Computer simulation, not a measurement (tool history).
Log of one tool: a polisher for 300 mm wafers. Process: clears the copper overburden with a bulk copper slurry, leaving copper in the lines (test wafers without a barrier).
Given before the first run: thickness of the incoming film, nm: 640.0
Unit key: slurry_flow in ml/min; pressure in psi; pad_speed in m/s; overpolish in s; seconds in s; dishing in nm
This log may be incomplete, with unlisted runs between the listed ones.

run    day  slurry_flow  pressure  pad_speed  slurry_solids  overpolish  seconds  dishing
  1      0          195       1.9        1.3              1          12   78.173   55.793
  2   0.25          195       1.9        1.3            0.8          12   81.753   53.586
  3  0.571          195       1.6        1.3            0.8          12   96.333   47.392
  4  0.862          195       1.4        1.3            0.8          12   108.88   41.882
  5  1.079          205       1.6       1.34           0.75          11   92.622   44.126
  6  1.321          215       1.8       1.34           0.75          10   82.902   46.366
  7  1.383          225       1.9       1.36            0.7           9   77.672   45.798
  8  1.704          225       1.9       1.36            0.7           9   76.609   45.452
  9  1.754          230         2       1.36            0.7           8   73.442   42.997
 10  1.946          230         2       1.36            0.7           8   73.124   44.292
 11  2.092          235       2.1       1.36            0.7           7   69.879   41.517
 12  2.217          240       2.2       1.36            0.7           7   66.187   43.625
 13  2.525          245       2.3       1.36            0.7           7   64.367   44.175

What does the tool deliver on the next run?
 14  2.567          245       2.4       1.36            0.7           7        ?        ?

Logged for run 14: seconds 61.183 s, dishing 46.077 nm.
